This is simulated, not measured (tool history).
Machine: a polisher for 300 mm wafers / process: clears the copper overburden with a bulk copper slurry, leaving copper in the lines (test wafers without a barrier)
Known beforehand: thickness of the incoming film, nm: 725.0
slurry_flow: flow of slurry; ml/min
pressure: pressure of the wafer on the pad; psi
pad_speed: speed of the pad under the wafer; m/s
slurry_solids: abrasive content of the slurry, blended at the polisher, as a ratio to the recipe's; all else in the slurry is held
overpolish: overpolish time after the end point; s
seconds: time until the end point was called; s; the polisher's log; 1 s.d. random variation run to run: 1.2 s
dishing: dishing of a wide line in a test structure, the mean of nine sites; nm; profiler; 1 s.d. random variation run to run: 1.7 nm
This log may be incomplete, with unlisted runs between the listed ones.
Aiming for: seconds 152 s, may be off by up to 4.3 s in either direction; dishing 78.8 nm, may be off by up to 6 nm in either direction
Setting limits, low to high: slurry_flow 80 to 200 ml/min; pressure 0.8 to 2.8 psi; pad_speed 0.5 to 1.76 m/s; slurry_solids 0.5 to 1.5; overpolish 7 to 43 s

run 1 hour=0 | slurry_flow=130 pressure=1.8 pad_speed=1.12 slurry_solids=1 overpolish=22 | seconds=139.93 dishing=67.368
run 2 hour=0.9 | slurry_flow=125 pressure=1.8 pad_speed=1.12 slurry_solids=1 overpolish=23 | seconds=140.27 dishing=73.452
run 3 hour=2.8 | slurry_flow=125 pressure=1.8 pad_speed=1.02 slurry_solids=1 overpolish=23 | seconds=154.64 dishing=69.246
run 4 hour=8.1 | slurry_flow=125 pressure=1.8 pad_speed=1.02 slurry_solids=1.2 overpolish=23 | seconds=146.8 dishing=71.329
run 5 hour=14.2 | slurry_flow=125 pressure=2.2 pad_speed=1.02 slurry_solids=1.2 overpolish=23 | seconds=119.02 dishing=82.319
run 6 hour=21.5 | slurry_flow=120 pressure=2.1 pad_speed=1.02 slurry_solids=1.2 overpolish=24 | seconds=127.66 dishing=82.115
run 7 hour=23.7 | slurry_flow=115 pressure=2.1 pad_speed=1.02 slurry_solids=1.2 overpolish=24 | seconds=126.49 dishing=81.471
run 8 hour=29.1 | slurry_flow=115 pressure=2 pad_speed=1.02 slurry_solids=1.2 overpolish=24 | seconds=135.6 dishing=77.767
run 9 hour=37.6 | slurry_flow=110 pressure=2 pad_speed=1.02 slurry_solids=1.2 overpolish=24 | seconds=137.4 dishing=74.934
run 10 hour=38.6 | slurry_flow=105 pressure=2 pad_speed=1.02 slurry_solids=1.2 overpolish=25 | seconds=138 dishing=76
run 11 hour=47 | slurry_flow=100 pressure=2 pad_speed=1.02 slurry_solids=1.2 overpolish=26 | seconds=139.8 dishing=81.395

Exactly one of the 5 candidate moves below puts every result within its allowed miss. Which one?
run A hour=55.4 | slurry_flow=105 pressure=1.7 pad_speed=0.98 slurry_solids=1.25 overpolish=26 | seconds=? dishing=?
run B hour=55.4 | slurry_flow=120 pressure=2.1 pad_speed=0.94 slurry_solids=1.2 overpolish=30 | seconds=? dishing=?
run C hour=55.4 | slurry_flow=105 pressure=1.9 pad_speed=0.96 slurry_solids=1.25 overpolish=27 | seconds=? dishing=?
run D hour=55.4 | slurry_flow=85 pressure=1.9 pad_speed=1 slurry_solids=1.15 overpolish=29 | seconds=? dishing=?
run E hour=55.4 | slurry_flow=100 pressure=1.7 pad_speed=1 slurry_solids=1.3 overpolish=30 | seconds=? dishing=?

move=A seconds=167.8 dishing=66.761
move=B seconds=139.05 dishing=85.899
move=C seconds=153.67 dishing=73.962
move=D seconds=161.42 dishing=75.075
move=E seconds=165.07 dishing=74.323
A: moves the result that the last run missed by most past its target, out the other side
B: the biggest miss grows against the last run
C: all results in spec
D: moves the result that the last run missed by most past its target, out the other side
E: moves the result that the last run missed by most past its target, out the other side
Move C is the one to make.
